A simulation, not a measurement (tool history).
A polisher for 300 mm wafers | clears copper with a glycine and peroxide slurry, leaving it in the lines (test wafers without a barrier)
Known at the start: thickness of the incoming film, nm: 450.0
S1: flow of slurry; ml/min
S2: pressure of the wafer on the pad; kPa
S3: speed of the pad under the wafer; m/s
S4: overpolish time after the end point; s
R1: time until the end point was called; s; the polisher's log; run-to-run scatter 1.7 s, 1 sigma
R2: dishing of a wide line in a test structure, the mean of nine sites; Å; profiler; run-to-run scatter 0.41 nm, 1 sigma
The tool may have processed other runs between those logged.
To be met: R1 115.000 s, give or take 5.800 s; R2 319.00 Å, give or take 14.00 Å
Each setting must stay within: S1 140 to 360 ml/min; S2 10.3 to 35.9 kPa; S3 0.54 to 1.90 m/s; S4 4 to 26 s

run 1 day=0.000 | S1=230 S2=22.8 S3=1.22 S4=13 | R1=68.058 R2=409.32
run 2 day=0.192 | S1=230 S2=20.7 S3=1.20 S4=13 | R1=74.756 R2=387.16
run 3 day=0.542 | S1=230 S2=19.3 S3=1.20 S4=13 | R1=78.337 R2=376.83
run 4 day=0.688 | S1=230 S2=19.3 S3=1.06 S4=13 | R1=88.932 R2=353.92
run 5 day=0.758 | S1=230 S2=18.6 S3=1.06 S4=13 | R1=90.003 R2=355.53
run 6 day=0.896 | S1=230 S2=17.9 S3=1.06 S4=13 | R1=94.522 R2=350.42
run 7 day=1.246 | S1=230 S2=17.2 S3=1.06 S4=13 | R1=97.490 R2=346.43
run 8 day=1.325 | S1=230 S2=16.5 S3=1.06 S4=13 | R1=98.771 R2=321.06
run 9 day=1.650 | S1=230 S2=16.5 S3=1.04 S4=13 | R1=99.601 R2=325.35
run 10 day=1.746 | S1=230 S2=15.9 S3=1.04 S4=13 | R1=104.250 R2=324.85
run 11 day=2.038 | S1=230 S2=15.9 S3=1.04 S4=13 | R1=102.200 R2=320.47
run 12 day=2.192 | S1=230 S2=12.4 S3=1.02 S4=15 | R1=127.730 R2=302.40

Exercise: of the 5 proposed moves below, exactly one satisfies all targets within the stated allowed misses. Which move is it?
run A day=2.346 | S1=255 S2=10.3 S3=0.94 S4=17 | R1=? R2=?
run B day=2.346 | S1=230 S2=14.5 S3=1.20 S4=15 | R1=? R2=?
run C day=2.346 | S1=220 S2=14.5 S3=1.00 S4=16 | R1=? R2=?
run D day=2.346 | S1=230 S2=13.1 S3=1.40 S4=11 | R1=? R2=?
run E day=2.346 | S1=295 S2=15.2 S3=0.90 S4=14 | R1=? R2=?

move=A R1=152.740 R2=296.63
move=B R1=101.730 R2=352.22
move=C R1=116.180 R2=340.83
move=D R1=98.685 R2=291.37
move=E R1=116.270 R2=313.56
A: the biggest miss grows against the last run
B: takes the result that was furthest off past its target
C: puts the biggest miss on target and leaves a different result outside tolerance
D: takes the result that was furthest off past its target
E: every result lands within tolerance
Move E is the one to make.

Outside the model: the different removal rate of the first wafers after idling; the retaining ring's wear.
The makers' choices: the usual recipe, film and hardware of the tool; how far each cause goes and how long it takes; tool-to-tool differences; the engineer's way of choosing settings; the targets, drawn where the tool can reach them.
